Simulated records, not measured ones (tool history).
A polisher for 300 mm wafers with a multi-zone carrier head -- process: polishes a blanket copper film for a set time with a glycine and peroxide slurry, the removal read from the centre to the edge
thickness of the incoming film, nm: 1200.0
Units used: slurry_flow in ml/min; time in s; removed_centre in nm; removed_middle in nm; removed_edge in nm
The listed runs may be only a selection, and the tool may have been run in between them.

run 1 hour=0.0 | slurry_flow=300 centre_zone=1.00 middle_zone=1.00 edge_zone=1.00 time=73 | removed_centre=466.48 removed_middle=475.76 removed_edge=468.12
run 2 hour=6.3 | slurry_flow=295 centre_zone=0.96 middle_zone=1.00 edge_zone=0.96 time=69 | removed_centre=426.03 removed_middle=446.15 removed_edge=436.80
run 3 hour=8.1 | slurry_flow=255 centre_zone=0.96 middle_zone=1.00 edge_zone=0.96 time=69 | removed_centre=410.31 removed_middle=427.59 removed_edge=428.94
run 4 hour=12.3 | slurry_flow=250 centre_zone=0.93 middle_zone=1.02 edge_zone=0.93 time=66 | removed_centre=386.88 removed_middle=435.76 removed_edge=402.19
run 5 hour=21.1 | slurry_flow=250 centre_zone=0.93 middle_zone=0.93 edge_zone=0.93 time=66 | removed_centre=385.32 removed_middle=397.71 removed_edge=399.77
run 6 hour=25.3 | slurry_flow=250 centre_zone=0.93 middle_zone=0.93 edge_zone=0.93 time=75 | removed_centre=434.22 removed_middle=443.59 removed_edge=457.31
run 7 hour=34.0 | slurry_flow=240 centre_zone=0.90 middle_zone=0.94 edge_zone=0.90 time=72 | removed_centre=408.45 removed_middle=440.45 removed_edge=427.47
run 8 hour=37.2 | slurry_flow=230 centre_zone=0.88 middle_zone=0.94 edge_zone=0.89 time=69 | removed_centre=375.39 removed_middle=397.57 removed_edge=411.61
run 9 hour=45.1 | slurry_flow=230 centre_zone=0.87 middle_zone=0.97 edge_zone=0.87 time=67 | removed_centre=360.02 removed_middle=412.76 removed_edge=398.44
run 10 hour=50.3 | slurry_flow=230 centre_zone=0.87 middle_zone=0.98 edge_zone=0.86 time=65 | removed_centre=349.08 removed_middle=409.75 removed_edge=377.81

Forecast run 11:
run 11 hour=53.8 | slurry_flow=225 centre_zone=0.86 middle_zone=0.97 edge_zone=0.85 time=64 | removed_centre=? removed_middle=? removed_edge=?

{"run 11": {"removed_centre": 342.04, "removed_middle": 384.17, "removed_edge": 370.31}}
